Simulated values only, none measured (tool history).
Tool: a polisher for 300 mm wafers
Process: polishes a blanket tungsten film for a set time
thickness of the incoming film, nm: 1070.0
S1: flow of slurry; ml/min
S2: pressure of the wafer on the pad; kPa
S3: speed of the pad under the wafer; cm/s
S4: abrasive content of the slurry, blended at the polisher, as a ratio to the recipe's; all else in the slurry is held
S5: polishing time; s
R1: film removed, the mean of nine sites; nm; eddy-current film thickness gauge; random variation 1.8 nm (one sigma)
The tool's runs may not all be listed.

Run 1, hour 0: S1 300 ml/min, S2 17.2 kPa, S3 130 cm/s, S4 1, S5 47 s. Result: R1 233.61 nm.
Run 2, hour 2.2: S1 300 ml/min, S2 14.5 kPa, S3 128 cm/s, S4 1, S5 47 s. Result: R1 194.6 nm.
Run 3, hour 9.2: S1 245 ml/min, S2 14.5 kPa, S3 128 cm/s, S4 1, S5 47 s. Result: R1 196.73 nm.
Run 4, hour 17: S1 245 ml/min, S2 14.5 kPa, S3 128 cm/s, S4 1, S5 41 s. Result: R1 165.76 nm.
Run 5, hour 25.1: S1 245 ml/min, S2 18.6 kPa, S3 128 cm/s, S4 1, S5 41 s. Result: R1 206.67 nm.
Run 6, hour 26.6: S1 245 ml/min, S2 21.4 kPa, S3 128 cm/s, S4 1, S5 41 s. Result: R1 232.64 nm.
Run 7, hour 34.6: S1 245 ml/min, S2 16.5 kPa, S3 122 cm/s, S4 1, S5 41 s. Result: R1 181.1 nm.

The next listed run, before its measurement:
Run 8, hour 40.3: S1 245 ml/min, S2 12.4 kPa, S3 120 cm/s, S4 1, S5 41 s. Result: R1 ?.

Run 8 gave R1 140.83 nm.

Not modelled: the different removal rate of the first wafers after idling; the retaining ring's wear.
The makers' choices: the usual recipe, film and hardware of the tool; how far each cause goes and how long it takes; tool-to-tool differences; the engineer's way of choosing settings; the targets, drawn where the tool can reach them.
